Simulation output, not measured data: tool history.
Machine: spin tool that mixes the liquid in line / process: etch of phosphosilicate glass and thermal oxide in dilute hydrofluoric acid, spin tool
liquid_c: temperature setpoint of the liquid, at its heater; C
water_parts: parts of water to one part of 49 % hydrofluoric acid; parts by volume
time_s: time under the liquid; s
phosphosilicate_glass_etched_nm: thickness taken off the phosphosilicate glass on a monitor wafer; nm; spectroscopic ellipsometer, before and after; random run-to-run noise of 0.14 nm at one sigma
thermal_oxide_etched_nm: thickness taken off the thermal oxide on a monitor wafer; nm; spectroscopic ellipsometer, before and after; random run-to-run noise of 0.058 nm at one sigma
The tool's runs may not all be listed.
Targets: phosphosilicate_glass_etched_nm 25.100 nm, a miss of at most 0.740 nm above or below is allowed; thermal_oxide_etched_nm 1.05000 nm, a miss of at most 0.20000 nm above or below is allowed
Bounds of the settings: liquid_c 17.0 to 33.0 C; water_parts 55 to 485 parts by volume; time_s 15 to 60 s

| run | hour | liquid_c | water_parts | time_s | phosphosilicate_glass_etched_nm | thermal_oxide_etched_nm |
|---|---|---|---|---|---|---|
| 1 | 0.0 | 25.0 | 270 | 30 | 10.720 | 0.46991 |
| 2 | 8.5 | 27.5 | 230 | 30 | 14.196 | 0.53256 |
| 3 | 9.7 | 27.0 | 190 | 30 | 17.914 | 0.67412 |
| 4 | 16.5 | 26.5 | 170 | 30 | 20.075 | 0.78086 |
| 5 | 21.6 | 28.0 | 170 | 30 | 21.014 | 0.84505 |
| 6 | 26.1 | 28.0 | 170 | 20 | 14.175 | 0.62629 |
| 7 | 34.2 | 29.5 | 145 | 20 | 17.924 | 0.72921 |
| 8 | 39.0 | 30.5 | 130 | 20 | 21.318 | 0.92170 |
| 9 | 47.8 | 31.0 | 130 | 20 | 21.647 | 0.92175 |
| 10 | 50.0 | 31.5 | 130 | 20 | 21.847 | 0.91325 |
| 11 | 56.3 | 33.0 | 105 | 20 | 29.710 | 1.23760 |
| 12 | 62.7 | 32.5 | 105 | 20 | 29.014 | 1.30820 |
| 13 | 69.0 | 32.0 | 105 | 20 | 28.578 | 1.24940 |
| 14 | 76.9 | 31.5 | 105 | 20 | 28.388 | 1.14730 |
| 15 | 85.7 | 31.0 | 105 | 20 | 27.549 | 1.15270 |
| 16 | 90.0 | 30.5 | 105 | 20 | 26.991 | 1.14960 |
| 17 | 91.2 | 30.0 | 105 | 20 | 26.790 | 1.17120 |
| 18 | 95.4 | 29.5 | 105 | 20 | 25.953 | 1.11900 |

4 next moves are on the table. One of them brings every result within its allowed miss. Which?
| A | 99.6 | 33.0 | 95 | 15 | ? | ? |
| B | 99.6 | 30.5 | 125 | 25 | ? | ? |
| C | 99.6 | 30.0 | 220 | 50 | ? | ? |
| D | 99.6 | 27.0 | 135 | 30 | ? | ? |

| move | phosphosilicate_glass_etched_nm | thermal_oxide_etched_nm |
|---|---|---|
| A | 25.173 | 1.02380 |
| B | 27.864 | 1.13320 |
| C | 27.547 | 1.12030 |
| D | 26.844 | 1.09180 |
A: meets every target
B: moves away from the targets compared with the last run
C: moves away from the targets compared with the last run
D: moves away from the targets compared with the last run
A meets every target.
